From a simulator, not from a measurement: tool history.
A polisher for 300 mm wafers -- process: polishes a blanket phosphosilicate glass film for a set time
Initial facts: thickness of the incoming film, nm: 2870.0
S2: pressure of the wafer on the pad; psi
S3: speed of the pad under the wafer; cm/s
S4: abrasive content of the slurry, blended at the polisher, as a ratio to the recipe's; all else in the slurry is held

Run 1, hour 0.0: flow of slurry (ml/min) 255, S2 3.5 psi, S3 94 cm/s, S4 1.0, polishing time (s) 105. Result: film removed (Å) 9056.0.
Run 2, hour 8.9: flow of slurry (ml/min) 255, S2 3.9 psi, S3 94 cm/s, S4 1.0, polishing time (s) 105. Result: film removed (Å) 9947.0.
Run 3, hour 13.2: flow of slurry (ml/min) 295, S2 3.9 psi, S3 94 cm/s, S4 1.0, polishing time (s) 105. Result: film removed (Å) 10199.0.
Run 4, hour 14.0: flow of slurry (ml/min) 295, S2 3.5 psi, S3 94 cm/s, S4 1.0, polishing time (s) 105. Result: film removed (Å) 9078.2.
Run 5, hour 15.6: flow of slurry (ml/min) 295, S2 3.7 psi, S3 96 cm/s, S4 1.0, polishing time (s) 105. Result: film removed (Å) 9970.0.
Run 6, hour 21.7: flow of slurry (ml/min) 300, S2 3.9 psi, S3 96 cm/s, S4 1.0, polishing time (s) 105. Result: film removed (Å) 10400.0.
Run 7, hour 28.9: flow of slurry (ml/min) 300, S2 4.9 psi, S3 112 cm/s, S4 1.0, polishing time (s) 105. Result: film removed (Å) 14593.0.

The next listed run, before its measurement:
Run 8, hour 37.5: flow of slurry (ml/min) 300, S2 5.0 psi, S3 112 cm/s, S4 1.0, polishing time (s) 105. Result: film removed (Å) ?.

For run 8 the tool returned film removed (Å) 14647.0.

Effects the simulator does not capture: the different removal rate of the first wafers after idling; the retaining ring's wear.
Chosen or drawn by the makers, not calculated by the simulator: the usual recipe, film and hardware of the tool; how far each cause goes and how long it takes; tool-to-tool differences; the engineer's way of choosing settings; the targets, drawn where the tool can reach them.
